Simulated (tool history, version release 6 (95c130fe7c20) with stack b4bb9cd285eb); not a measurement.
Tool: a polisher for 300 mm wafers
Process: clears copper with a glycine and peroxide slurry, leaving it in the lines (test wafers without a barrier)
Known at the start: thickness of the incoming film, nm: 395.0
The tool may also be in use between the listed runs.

run  hour  flow of slurry (ml/min)  pressure of the wafer on the pad (kPa)  speed of the pad under the wafer (cm/s)  overpolish time after the end point (s)  time until the end point was called (s)  dishing of a wide line in a test structure (angstrom)
  1   0.0                      230                                    13.8                                       88                                        8                                   120.05                                                137.870
  2   7.0                      210                                    11.7                                      102                                        6                                   122.09                                                112.340
  3   9.5                      190                                    10.3                                      112                                        5                                   127.50                                                 93.161
  4  10.8                      190                                    10.3                                       98                                        5                                   134.75                                                 88.310
  5  18.0                      190                                     7.6                                       98                                        5                                   163.88                                                 76.976
  6  20.5                      175                                     7.6                                      110                                        4                                   156.98                                                 64.006
  7  29.2                      165                                     8.3                                      118                                        3                                   147.90                                                 54.827
  8  36.9                      155                                     9.7                                      124                                        3                                   132.33                                                 59.978

Run 9 comes next. What will it give?
  9  42.9                      150                                    10.3                                      128                                        3                                        ?                                                      ?

Run 9 gave time until the end point was called (s) 124.14, dishing of a wide line in a test structure (angstrom) 66.073.
